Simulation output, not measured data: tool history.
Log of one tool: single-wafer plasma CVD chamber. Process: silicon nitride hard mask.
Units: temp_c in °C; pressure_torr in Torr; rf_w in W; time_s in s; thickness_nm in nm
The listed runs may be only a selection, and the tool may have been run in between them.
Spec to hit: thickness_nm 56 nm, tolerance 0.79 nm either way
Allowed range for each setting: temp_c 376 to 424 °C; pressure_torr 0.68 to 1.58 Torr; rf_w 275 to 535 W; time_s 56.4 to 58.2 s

run 1 hour=0 | temp_c=400 pressure_torr=1.13 rf_w=405 time_s=56.4 | thickness_nm=72.094
run 2 hour=5.1 | temp_c=400 pressure_torr=1.03 rf_w=385 time_s=56.4 | thickness_nm=66.827
run 3 hour=12.1 | temp_c=400 pressure_torr=0.95 rf_w=380 time_s=56.4 | thickness_nm=64.207
run 4 hour=14.8 | temp_c=400 pressure_torr=0.95 rf_w=405 time_s=56.4 | thickness_nm=66.874
run 5 hour=17 | temp_c=400 pressure_torr=0.95 rf_w=405 time_s=56.4 | thickness_nm=67.286
run 6 hour=24.1 | temp_c=400 pressure_torr=0.89 rf_w=395 time_s=56.4 | thickness_nm=64.083
run 7 hour=32.4 | temp_c=400 pressure_torr=0.84 rf_w=390 time_s=56.4 | thickness_nm=61.381
run 8 hour=40.9 | temp_c=400 pressure_torr=0.8 rf_w=390 time_s=56.4 | thickness_nm=60.173
run 9 hour=45.1 | temp_c=400 pressure_torr=0.77 rf_w=390 time_s=56.4 | thickness_nm=58.82
run 10 hour=53.7 | temp_c=400 pressure_torr=0.75 rf_w=390 time_s=56.4 | thickness_nm=58.032
run 11 hour=57.3 | temp_c=400 pressure_torr=0.68 rf_w=380 time_s=56.4 | thickness_nm=53.552
run 12 hour=58 | temp_c=400 pressure_torr=0.7 rf_w=380 time_s=56.4 | thickness_nm=54.774
run 13 hour=58.6 | temp_c=400 pressure_torr=0.71 rf_w=380 time_s=56.4 | thickness_nm=55.101

Exercise: of the 5 proposed moves below, exactly one satisfies all targets within the stated allowed misses. Which move is it?
run A hour=59.2 | temp_c=395 pressure_torr=0.77 rf_w=325 time_s=58.2 | thickness_nm=?
run B hour=59.2 | temp_c=403 pressure_torr=0.75 rf_w=360 time_s=56.4 | thickness_nm=?
run C hour=59.2 | temp_c=399 pressure_torr=0.68 rf_w=375 time_s=57.8 | thickness_nm=?
run D hour=59.2 | temp_c=405 pressure_torr=0.71 rf_w=360 time_s=57.7 | thickness_nm=?
run E hour=59.2 | temp_c=400 pressure_torr=0.69 rf_w=380 time_s=58.2 | thickness_nm=?

move=A thickness_nm=53.3
move=B thickness_nm=54.576
move=C thickness_nm=54.476
move=D thickness_nm=54.042
move=E thickness_nm=55.822
A: lands further from the targets than the last run did
B: lands further from the targets than the last run did
C: lands further from the targets than the last run did
D: lands further from the targets than the last run did
E: every result lands within tolerance
Correct choice: E, which meets every target

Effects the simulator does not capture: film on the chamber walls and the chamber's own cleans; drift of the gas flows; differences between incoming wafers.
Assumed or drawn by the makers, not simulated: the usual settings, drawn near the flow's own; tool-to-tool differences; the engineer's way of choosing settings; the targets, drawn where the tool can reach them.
